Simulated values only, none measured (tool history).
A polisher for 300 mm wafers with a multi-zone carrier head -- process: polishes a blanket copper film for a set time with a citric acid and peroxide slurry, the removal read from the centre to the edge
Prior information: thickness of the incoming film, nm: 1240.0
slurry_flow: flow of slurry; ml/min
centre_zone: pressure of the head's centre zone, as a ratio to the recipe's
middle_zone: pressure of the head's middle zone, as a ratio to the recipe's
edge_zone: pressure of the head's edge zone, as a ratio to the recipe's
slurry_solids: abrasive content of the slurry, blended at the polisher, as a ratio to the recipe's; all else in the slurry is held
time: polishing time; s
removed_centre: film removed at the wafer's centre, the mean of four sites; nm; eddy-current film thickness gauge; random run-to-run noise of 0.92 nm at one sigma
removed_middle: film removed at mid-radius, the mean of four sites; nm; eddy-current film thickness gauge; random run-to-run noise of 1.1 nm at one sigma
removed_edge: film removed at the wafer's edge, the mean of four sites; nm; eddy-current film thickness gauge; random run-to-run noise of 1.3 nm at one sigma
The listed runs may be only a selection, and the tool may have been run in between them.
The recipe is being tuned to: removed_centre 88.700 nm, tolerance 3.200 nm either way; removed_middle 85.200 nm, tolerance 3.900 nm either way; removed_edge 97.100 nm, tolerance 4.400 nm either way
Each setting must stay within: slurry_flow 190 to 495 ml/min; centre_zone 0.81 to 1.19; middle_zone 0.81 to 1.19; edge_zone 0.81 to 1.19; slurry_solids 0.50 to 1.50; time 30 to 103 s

run 1 hour=0.0 | slurry_flow=320 centre_zone=1.00 middle_zone=1.00 edge_zone=1.00 slurry_solids=1.00 time=66 | removed_centre=140.530 removed_middle=138.940 removed_edge=137.580
run 2 hour=5.6 | slurry_flow=320 centre_zone=1.00 middle_zone=1.06 edge_zone=1.00 slurry_solids=1.00 time=66 | removed_centre=138.570 removed_middle=144.330 removed_edge=135.660
run 3 hour=6.9 | slurry_flow=320 centre_zone=1.00 middle_zone=1.06 edge_zone=1.00 slurry_solids=1.00 time=50 | removed_centre=105.690 removed_middle=106.960 removed_edge=101.790
run 4 hour=8.0 | slurry_flow=320 centre_zone=0.98 middle_zone=1.03 edge_zone=1.01 slurry_solids=0.95 time=50 | removed_centre=102.830 removed_middle=104.190 removed_edge=102.220
run 5 hour=15.4 | slurry_flow=320 centre_zone=1.03 middle_zone=1.03 edge_zone=1.01 slurry_solids=0.95 time=50 | removed_centre=108.340 removed_middle=104.760 removed_edge=101.680
run 6 hour=18.1 | slurry_flow=320 centre_zone=1.03 middle_zone=1.03 edge_zone=1.01 slurry_solids=0.95 time=34 | removed_centre=72.257 removed_middle=72.992 removed_edge=69.926
run 7 hour=25.3 | slurry_flow=320 centre_zone=1.03 middle_zone=1.03 edge_zone=1.01 slurry_solids=0.95 time=34 | removed_centre=71.711 removed_middle=72.876 removed_edge=69.896
run 8 hour=31.1 | slurry_flow=320 centre_zone=1.03 middle_zone=1.01 edge_zone=1.04 slurry_solids=1.00 time=36 | removed_centre=76.939 removed_middle=76.349 removed_edge=77.433
run 9 hour=32.4 | slurry_flow=330 centre_zone=1.05 middle_zone=1.01 edge_zone=1.14 slurry_solids=1.25 time=37 | removed_centre=87.179 removed_middle=85.304 removed_edge=88.765
run 10 hour=36.6 | slurry_flow=330 centre_zone=1.04 middle_zone=1.00 edge_zone=1.15 slurry_solids=1.25 time=37 | removed_centre=86.385 removed_middle=82.467 removed_edge=87.459
run 11 hour=43.9 | slurry_flow=330 centre_zone=1.03 middle_zone=0.99 edge_zone=1.16 slurry_solids=1.30 time=37 | removed_centre=84.616 removed_middle=82.675 removed_edge=89.849
run 12 hour=44.8 | slurry_flow=330 centre_zone=1.03 middle_zone=0.98 edge_zone=1.17 slurry_solids=1.35 time=37 | removed_centre=86.230 removed_middle=82.930 removed_edge=92.066
run 13 hour=46.9 | slurry_flow=330 centre_zone=1.03 middle_zone=0.97 edge_zone=1.18 slurry_solids=1.40 time=37 | removed_centre=88.744 removed_middle=83.991 removed_edge=90.075

5 next moves are on the table. One of them brings every result within its allowed miss. Which?
run A hour=49.0 | slurry_flow=320 centre_zone=1.09 middle_zone=1.04 edge_zone=0.96 slurry_solids=1.50 time=35 | removed_centre=? removed_middle=? removed_edge=?
run B hour=49.0 | slurry_flow=285 centre_zone=1.16 middle_zone=1.05 edge_zone=1.11 slurry_solids=1.50 time=35 | removed_centre=? removed_middle=? removed_edge=?
run C hour=49.0 | slurry_flow=335 centre_zone=1.01 middle_zone=0.97 edge_zone=1.19 slurry_solids=1.20 time=40 | removed_centre=? removed_middle=? removed_edge=?
run D hour=49.0 | slurry_flow=385 centre_zone=1.19 middle_zone=1.04 edge_zone=1.00 slurry_solids=1.50 time=34 | removed_centre=? removed_middle=? removed_edge=?
run E hour=49.0 | slurry_flow=280 centre_zone=1.16 middle_zone=1.03 edge_zone=0.88 slurry_solids=1.50 time=35 | removed_centre=? removed_middle=? removed_edge=?

move=A removed_centre=86.851 removed_middle=84.676 removed_edge=79.251
move=B removed_centre=89.522 removed_middle=84.615 removed_edge=84.546
move=C removed_centre=89.541 removed_middle=86.289 removed_edge=95.375
move=D removed_centre=90.453 removed_middle=83.252 removed_edge=79.257
move=E removed_centre=89.378 removed_middle=83.161 removed_edge=75.565
A: misses by more than the last run did
B: misses by more than the last run did
C: in spec on every target
D: misses by more than the last run did
E: misses by more than the last run did
Move C is the one to make.
